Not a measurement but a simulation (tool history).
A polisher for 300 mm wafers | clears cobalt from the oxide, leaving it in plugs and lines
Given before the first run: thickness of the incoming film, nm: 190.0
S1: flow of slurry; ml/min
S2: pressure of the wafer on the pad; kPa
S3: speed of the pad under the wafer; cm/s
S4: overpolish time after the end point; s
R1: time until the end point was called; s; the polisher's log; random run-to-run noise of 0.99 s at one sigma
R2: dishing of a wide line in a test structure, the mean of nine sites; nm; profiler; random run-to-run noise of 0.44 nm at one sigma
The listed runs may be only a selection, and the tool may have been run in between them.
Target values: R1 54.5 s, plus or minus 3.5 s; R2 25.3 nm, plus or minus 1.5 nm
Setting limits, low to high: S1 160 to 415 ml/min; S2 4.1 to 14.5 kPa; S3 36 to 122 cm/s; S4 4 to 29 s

run	hour	S1	S2	S3	S4	R1	R2
1	0	265	9	78	15	79.031	23.121
2	8.5	265	10.3	78	15	68.66	25.452
3	15.2	265	11	78	14	64.355	24.956
4	17	225	11	78	14	67.634	25.271
5	17.5	225	11	86	14	59.936	26.045
6	22.6	225	11	86	19	60.67	31.907
7	27.4	235	11	86	17	60.9	28.337
8	34.4	240	11	88	16	58.997	29.661
9	36.7	230	12.4	86	9	54.951	20.204
10	42.6	230	12.4	86	10	53.919	23.55

Which one of the following 4 next-run settings gets every result inside its allowed miss? There is exactly one.
A	48.5	210	11.7	84	10	?	?
B	48.5	180	13.1	80	9	?	?
C	48.5	175	11	98	10	?	?
D	48.5	220	12.4	86	12	?	?

move	R1	R2
A	57.683	21.326
B	55.281	20.379
C	55.212	21.982
D	53.11	25.471
A: lands further from the targets than the last run did
B: lands further from the targets than the last run did
C: lands further from the targets than the last run did
D: all results land within tolerance of their targets
Move D is the one to make.
